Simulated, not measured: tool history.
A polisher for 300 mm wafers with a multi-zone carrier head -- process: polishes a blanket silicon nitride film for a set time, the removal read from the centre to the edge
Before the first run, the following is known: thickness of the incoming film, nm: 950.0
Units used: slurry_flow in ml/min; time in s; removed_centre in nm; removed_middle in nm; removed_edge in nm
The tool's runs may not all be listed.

run  hour  slurry_flow  centre_zone  middle_zone  edge_zone  time  removed_centre  removed_middle  removed_edge
  1     0          320            1            1          1    39          56.217          56.558        55.355
  2   3.2          315         0.96         1.02       0.95    32          43.834          46.937        44.264
  3     9          315         0.96         1.02          1    32          44.014           46.53         45.78
  4  16.6          315         0.96         1.02       0.97    32          44.053          47.235        44.967
  5  19.6          315         0.96         1.02       0.97    36          49.756          53.304        50.941
  6  24.3          315         0.96         1.02       0.92    36           50.09           52.81        48.858
  7    29          315         0.96         1.02       0.92    36          49.025          53.051        48.824

Forecast run 8:
  8    35          315         0.94         1.03       0.89    31               ?               ?             ?

{"run 8": {"removed_centre": 41.857, "removed_middle": 45.7, "removed_edge": 41.562}}

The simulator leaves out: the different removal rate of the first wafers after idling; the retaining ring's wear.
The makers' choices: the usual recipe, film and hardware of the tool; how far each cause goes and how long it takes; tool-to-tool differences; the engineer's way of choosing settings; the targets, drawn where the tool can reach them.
